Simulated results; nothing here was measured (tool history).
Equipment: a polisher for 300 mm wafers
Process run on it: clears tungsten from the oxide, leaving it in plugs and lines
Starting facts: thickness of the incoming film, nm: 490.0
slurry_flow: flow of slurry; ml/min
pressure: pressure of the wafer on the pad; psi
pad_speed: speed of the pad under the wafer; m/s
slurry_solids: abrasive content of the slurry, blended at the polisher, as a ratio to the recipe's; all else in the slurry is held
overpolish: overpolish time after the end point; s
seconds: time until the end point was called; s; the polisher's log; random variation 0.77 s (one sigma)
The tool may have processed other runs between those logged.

run 1 day=0.000 | slurry_flow=185 pressure=3.2 pad_speed=1.08 slurry_solids=1.0 overpolish=5 | seconds=98.392
run 2 day=0.029 | slurry_flow=185 pressure=3.2 pad_speed=1.08 slurry_solids=1.0 overpolish=4 | seconds=98.147
run 3 day=0.242 | slurry_flow=185 pressure=2.6 pad_speed=1.08 slurry_solids=1.0 overpolish=4 | seconds=119.350
run 4 day=0.538 | slurry_flow=220 pressure=2.6 pad_speed=1.08 slurry_solids=1.0 overpolish=4 | seconds=117.740
run 5 day=0.904 | slurry_flow=220 pressure=3.0 pad_speed=1.08 slurry_solids=1.0 overpolish=4 | seconds=102.790
run 6 day=1.204 | slurry_flow=220 pressure=3.1 pad_speed=1.08 slurry_solids=1.0 overpolish=4 | seconds=98.743
run 7 day=1.242 | slurry_flow=220 pressure=3.2 pad_speed=1.08 slurry_solids=1.0 overpolish=4 | seconds=96.313
run 8 day=1.542 | slurry_flow=220 pressure=3.3 pad_speed=1.08 slurry_solids=1.0 overpolish=4 | seconds=91.996

Estimate the outcome of run 9 from the log above:
run 9 day=1.917 | slurry_flow=220 pressure=3.3 pad_speed=1.08 slurry_solids=1.0 overpolish=4 | seconds=?

Logged for run 9: seconds 94.092 s.
